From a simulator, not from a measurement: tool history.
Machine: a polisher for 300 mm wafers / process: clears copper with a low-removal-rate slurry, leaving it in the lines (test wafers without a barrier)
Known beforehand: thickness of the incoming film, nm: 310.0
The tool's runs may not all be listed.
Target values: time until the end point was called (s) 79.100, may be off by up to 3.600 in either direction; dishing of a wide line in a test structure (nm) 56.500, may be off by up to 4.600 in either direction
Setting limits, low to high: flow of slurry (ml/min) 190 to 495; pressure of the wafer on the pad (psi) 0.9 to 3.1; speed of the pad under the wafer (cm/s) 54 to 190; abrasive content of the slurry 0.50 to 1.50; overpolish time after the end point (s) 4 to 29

run,hour,flow of slurry (ml/min),pressure of the wafer on the pad (psi),speed of the pad under the wafer (cm/s),abrasive content of the slurry,overpolish time after the end point (s),time until the end point was called (s),dishing of a wide line in a test structure (nm)
1,0.0,320,2.0,122,1.00,15,141.350,22.504
2,8.7,320,2.1,124,1.00,16,135.630,25.944
3,14.7,320,2.2,126,1.00,16,122.600,27.174
4,20.9,320,2.2,126,1.10,16,120.370,29.402
5,29.2,320,2.2,102,1.10,16,148.430,24.027
6,36.2,320,2.2,72,1.10,16,194.900,18.526
7,42.0,320,2.3,80,1.10,17,172.600,23.171
8,44.4,320,2.4,86,1.10,17,153.180,24.884
9,49.5,320,2.5,90,1.10,17,142.890,25.886
10,53.3,320,2.5,90,1.10,17,145.110,26.069
11,60.2,320,2.6,96,1.10,17,132.060,28.369
12,63.1,325,3.1,130,1.15,22,84.350,49.619
13,66.5,325,3.1,132,1.15,22,81.055,49.905

Which of these 5 next moves meets every target?
A,69.9,330,3.1,132,1.30,24,?,?
B,69.9,360,2.7,164,1.05,19,?,?
C,69.9,330,2.9,130,1.35,27,?,?
D,69.9,295,3.1,148,1.15,15,?,?
E,69.9,315,3.0,132,1.10,20,?,?

move,time until the end point was called (s),dishing of a wide line in a test structure (nm)
A,80.738,55.553
B,80.929,46.390
C,86.376,57.113
D,76.644,40.790
E,87.937,45.681
A: meets every target
B: the biggest miss grows against the last run
C: the furthest-off result lands on target, but another misses its tolerance
D: the biggest miss grows against the last run
E: the biggest miss grows against the last run
Answer: A
